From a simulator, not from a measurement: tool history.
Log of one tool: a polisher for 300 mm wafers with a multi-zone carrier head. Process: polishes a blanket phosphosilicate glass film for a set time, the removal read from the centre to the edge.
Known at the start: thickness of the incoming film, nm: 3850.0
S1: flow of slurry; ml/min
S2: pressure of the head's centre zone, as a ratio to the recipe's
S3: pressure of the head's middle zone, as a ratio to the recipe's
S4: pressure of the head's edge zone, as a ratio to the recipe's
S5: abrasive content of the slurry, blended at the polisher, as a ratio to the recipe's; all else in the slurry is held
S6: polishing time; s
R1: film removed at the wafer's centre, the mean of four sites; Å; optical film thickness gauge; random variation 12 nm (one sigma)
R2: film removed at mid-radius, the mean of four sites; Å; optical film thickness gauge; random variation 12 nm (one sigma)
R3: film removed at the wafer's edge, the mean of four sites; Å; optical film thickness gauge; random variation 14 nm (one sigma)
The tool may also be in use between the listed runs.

{"run": 1, "hour": 0.0, "S1": 300, "S2": 1, "S3": 1, "S4": 1, "S5": 1, "S6": 83, "R1": 8830.5, "R2": 8439.7, "R3": 8111.3}
{"run": 2, "hour": 0.9, "S1": 300, "S2": 1, "S3": 1, "S4": 1, "S5": 1, "S6": 98, "R1": 10165, "R2": 10067, "R3": 9838.3}
{"run": 3, "hour": 7.9, "S1": 245, "S2": 1, "S3": 1, "S4": 1, "S5": 1, "S6": 98, "R1": 10079, "R2": 9828.4, "R3": 9800.7}
{"run": 4, "hour": 16.6, "S1": 245, "S2": 1, "S3": 1, "S4": 1, "S5": 0.8, "S6": 98, "R1": 9411.4, "R2": 8950.1, "R3": 8711.8}
{"run": 5, "hour": 18.2, "S1": 245, "S2": 1, "S3": 1.01, "S4": 1.02, "S5": 0.9, "S6": 98, "R1": 9500, "R2": 9457.4, "R3": 9327.8}
{"run": 6, "hour": 21.9, "S1": 250, "S2": 1.02, "S3": 1.02, "S4": 1.04, "S5": 0.95, "S6": 98, "R1": 9962.9, "R2": 9822.6, "R3": 9725.8}
{"run": 7, "hour": 30.9, "S1": 250, "S2": 1.03, "S3": 1.03, "S4": 1.06, "S5": 1, "S6": 98, "R1": 10347, "R2": 10064, "R3": 9816.1}

Forecast run 8:
{"run": 8, "hour": 34.8, "S1": 250, "S2": 1.02, "S3": 1.03, "S4": 1.07, "S5": 1.05, "S6": 98, "R1": "?", "R2": "?", "R3": "?"}

Run 8 gave R1 10409 Å, R2 10208 Å, R3 10355 Å.

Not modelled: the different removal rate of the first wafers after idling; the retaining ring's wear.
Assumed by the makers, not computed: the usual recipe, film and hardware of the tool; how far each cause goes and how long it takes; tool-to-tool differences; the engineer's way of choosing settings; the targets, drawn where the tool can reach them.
